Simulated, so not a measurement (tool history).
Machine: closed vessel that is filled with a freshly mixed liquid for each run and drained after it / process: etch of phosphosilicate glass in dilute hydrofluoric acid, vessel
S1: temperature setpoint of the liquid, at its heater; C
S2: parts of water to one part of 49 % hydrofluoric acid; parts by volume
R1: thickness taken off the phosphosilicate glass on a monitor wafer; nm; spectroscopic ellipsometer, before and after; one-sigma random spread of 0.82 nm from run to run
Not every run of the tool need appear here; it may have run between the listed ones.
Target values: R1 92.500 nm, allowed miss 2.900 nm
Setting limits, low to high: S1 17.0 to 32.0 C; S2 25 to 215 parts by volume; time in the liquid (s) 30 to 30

run 1 day=0.000 | S1=24.0 S2=120 time_in_the_liquid_(s)=30 | R1=29.951
run 2 day=0.321 | S1=26.0 S2=95 time_in_the_liquid_(s)=30 | R1=42.564
run 3 day=0.529 | S1=26.0 S2=115 time_in_the_liquid_(s)=30 | R1=34.259
run 4 day=0.762 | S1=27.5 S2=95 time_in_the_liquid_(s)=30 | R1=45.478
run 5 day=0.938 | S1=29.0 S2=80 time_in_the_liquid_(s)=30 | R1=58.358
run 6 day=1.025 | S1=30.0 S2=70 time_in_the_liquid_(s)=30 | R1=69.906
run 7 day=1.083 | S1=30.0 S2=70 time_in_the_liquid_(s)=30 | R1=70.947
run 8 day=1.146 | S1=32.0 S2=45 time_in_the_liquid_(s)=30 | R1=124.370
run 9 day=1.229 | S1=28.0 S2=45 time_in_the_liquid_(s)=30 | R1=105.570
run 10 day=1.492 | S1=27.0 S2=45 time_in_the_liquid_(s)=30 | R1=99.449

Of the 4 settings listed for the next run, only one would bring every result within its allowed miss of target. Which one?
run A day=1.754 | S1=29.5 S2=45 time_in_the_liquid_(s)=30 | R1=?
run B day=1.754 | S1=30.5 S2=45 time_in_the_liquid_(s)=30 | R1=?
run C day=1.754 | S1=25.5 S2=40 time_in_the_liquid_(s)=30 | R1=?
run D day=1.754 | S1=25.0 S2=45 time_in_the_liquid_(s)=30 | R1=?

move=A R1=112.350
move=B R1=116.870
move=C R1=108.360
move=D R1=93.719
A: moves away from the targets compared with the last run
B: moves away from the targets compared with the last run
C: moves away from the targets compared with the last run
D: meets every target
D meets every target.
